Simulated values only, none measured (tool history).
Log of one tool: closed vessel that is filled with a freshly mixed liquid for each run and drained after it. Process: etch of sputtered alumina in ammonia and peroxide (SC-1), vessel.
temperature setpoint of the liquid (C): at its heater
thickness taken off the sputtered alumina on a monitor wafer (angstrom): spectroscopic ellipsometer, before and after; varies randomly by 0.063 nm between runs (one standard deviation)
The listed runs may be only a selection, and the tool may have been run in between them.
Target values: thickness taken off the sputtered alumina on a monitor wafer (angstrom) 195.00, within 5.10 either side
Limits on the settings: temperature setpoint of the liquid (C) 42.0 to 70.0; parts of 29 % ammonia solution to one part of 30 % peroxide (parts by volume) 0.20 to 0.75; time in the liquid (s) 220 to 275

| run | hour | temperature setpoint of the liquid (C) | parts of 29 % ammonia solution to one part of 30 % peroxide (parts by volume) | time in the liquid (s) | thickness taken off the sputtered alumina on a monitor wafer (angstrom) |
|---|---|---|---|---|---|
| 1 | 0.0 | 58.0 | 0.45 | 275 | 186.21 |
| 2 | 8.0 | 65.0 | 0.45 | 275 | 263.25 |
| 3 | 12.9 | 63.5 | 0.45 | 275 | 243.77 |
| 4 | 20.7 | 62.0 | 0.45 | 275 | 228.41 |
| 5 | 24.2 | 62.0 | 0.35 | 275 | 222.44 |
| 6 | 33.1 | 62.0 | 0.45 | 275 | 227.19 |
| 7 | 39.8 | 61.0 | 0.45 | 275 | 216.19 |
| 8 | 49.2 | 60.5 | 0.45 | 275 | 209.87 |
| 9 | 54.3 | 60.0 | 0.45 | 275 | 206.54 |

5 candidate next runs follow, results not yet known. Just one meets every target within its allowed miss. Identify it.
| A | 59.4 | 62.5 | 0.30 | 255 | ? |
| B | 59.4 | 63.0 | 0.20 | 260 | ? |
| C | 59.4 | 62.5 | 0.40 | 260 | ? |
| D | 59.4 | 59.0 | 0.60 | 265 | ? |
| E | 59.4 | 62.0 | 0.40 | 255 | ? |

| move | thickness taken off the sputtered alumina on a monitor wafer (angstrom) |
|---|---|
| A | 207.78 |
| B | 209.01 |
| C | 217.70 |
| D | 193.25 |
| E | 208.25 |
A: moves away from the targets compared with the last run
B: moves away from the targets compared with the last run
C: moves away from the targets compared with the last run
D: meets every target
E: moves away from the targets compared with the last run
The move that meets every target is D.
